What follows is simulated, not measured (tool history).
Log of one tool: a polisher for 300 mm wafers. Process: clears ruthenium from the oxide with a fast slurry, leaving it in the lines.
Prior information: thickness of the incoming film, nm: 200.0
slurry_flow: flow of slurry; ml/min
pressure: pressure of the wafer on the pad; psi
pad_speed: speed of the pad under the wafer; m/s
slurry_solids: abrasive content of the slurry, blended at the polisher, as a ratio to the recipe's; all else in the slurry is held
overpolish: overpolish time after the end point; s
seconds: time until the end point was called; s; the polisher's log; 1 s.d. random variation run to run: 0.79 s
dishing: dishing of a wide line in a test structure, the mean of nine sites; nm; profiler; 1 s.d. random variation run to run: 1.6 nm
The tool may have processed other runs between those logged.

| run | hour | slurry_flow | pressure | pad_speed | slurry_solids | overpolish | seconds | dishing |
|---|---|---|---|---|---|---|---|---|
| 1 | 0 | 230 | 2.8 | 1.08 | 1 | 29 | 50.745 | 87.25 |
| 2 | 7.4 | 230 | 2.8 | 1.08 | 1 | 35 | 49.649 | 104.24 |
| 3 | 16.4 | 260 | 2.8 | 1.08 | 1 | 35 | 48.65 | 106.53 |
| 4 | 20.9 | 205 | 2.8 | 1.08 | 1 | 35 | 51.865 | 104.31 |
| 5 | 26.6 | 205 | 2.8 | 1.08 | 0.8 | 35 | 54.739 | 97.273 |
| 6 | 35.2 | 205 | 2.8 | 1.08 | 0.8 | 42 | 55.946 | 113.63 |
| 7 | 40.7 | 205 | 2.8 | 1.08 | 0.8 | 43 | 55.36 | 114.86 |

The next listed run, before its measurement:
| 8 | 47 | 205 | 2.8 | 1.08 | 0.8 | 44 | ? | ? |

Run 8 came out at seconds 53.065 s, dishing 115.3 nm.
